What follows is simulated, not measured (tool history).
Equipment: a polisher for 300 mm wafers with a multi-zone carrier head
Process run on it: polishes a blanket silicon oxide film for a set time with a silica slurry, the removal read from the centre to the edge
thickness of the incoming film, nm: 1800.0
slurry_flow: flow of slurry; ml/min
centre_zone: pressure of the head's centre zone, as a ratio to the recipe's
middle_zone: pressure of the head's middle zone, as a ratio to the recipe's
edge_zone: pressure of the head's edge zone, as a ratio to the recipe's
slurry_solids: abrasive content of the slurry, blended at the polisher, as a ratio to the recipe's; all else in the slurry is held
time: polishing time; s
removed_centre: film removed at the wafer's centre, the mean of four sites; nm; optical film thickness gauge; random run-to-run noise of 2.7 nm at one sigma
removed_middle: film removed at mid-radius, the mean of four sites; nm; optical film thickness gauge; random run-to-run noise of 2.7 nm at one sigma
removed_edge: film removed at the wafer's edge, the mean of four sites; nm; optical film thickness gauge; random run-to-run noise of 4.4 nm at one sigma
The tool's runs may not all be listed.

{"run": 1, "hour": 0.0, "slurry_flow": 280, "centre_zone": 1, "middle_zone": 1, "edge_zone": 1, "slurry_solids": 1, "time": 63, "removed_centre": 269.02, "removed_middle": 259.95, "removed_edge": 262.42}
{"run": 2, "hour": 3.2, "slurry_flow": 280, "centre_zone": 1, "middle_zone": 1.07, "edge_zone": 1, "slurry_solids": 1, "time": 63, "removed_centre": 266.91, "removed_middle": 275.49, "removed_edge": 257.52}
{"run": 3, "hour": 7.3, "slurry_flow": 280, "centre_zone": 1, "middle_zone": 1.07, "edge_zone": 1, "slurry_solids": 0.85, "time": 63, "removed_centre": 253.6, "removed_middle": 261.26, "removed_edge": 250.19}
{"run": 4, "hour": 15.9, "slurry_flow": 280, "centre_zone": 1, "middle_zone": 1.07, "edge_zone": 1.06, "slurry_solids": 0.85, "time": 63, "removed_centre": 252.38, "removed_middle": 259.16, "removed_edge": 248.21}
{"run": 5, "hour": 23.4, "slurry_flow": 280, "centre_zone": 1.01, "middle_zone": 1.07, "edge_zone": 1.06, "slurry_solids": 0.9, "time": 63, "removed_centre": 259.11, "removed_middle": 265.75, "removed_edge": 256.59}
{"run": 6, "hour": 24.8, "slurry_flow": 280, "centre_zone": 1.01, "middle_zone": 1.07, "edge_zone": 1.06, "slurry_solids": 0.9, "time": 75, "removed_centre": 308.52, "removed_middle": 314.7, "removed_edge": 299.52}

What will run 7 give?
{"run": 7, "hour": 29.7, "slurry_flow": 285, "centre_zone": 1.02, "middle_zone": 1.08, "edge_zone": 1.06, "slurry_solids": 0.9, "time": 75, "removed_centre": "?", "removed_middle": "?", "removed_edge": "?"}

{"run 7": {"removed_centre": 312.66, "removed_middle": 316.98, "removed_edge": 301.95}}
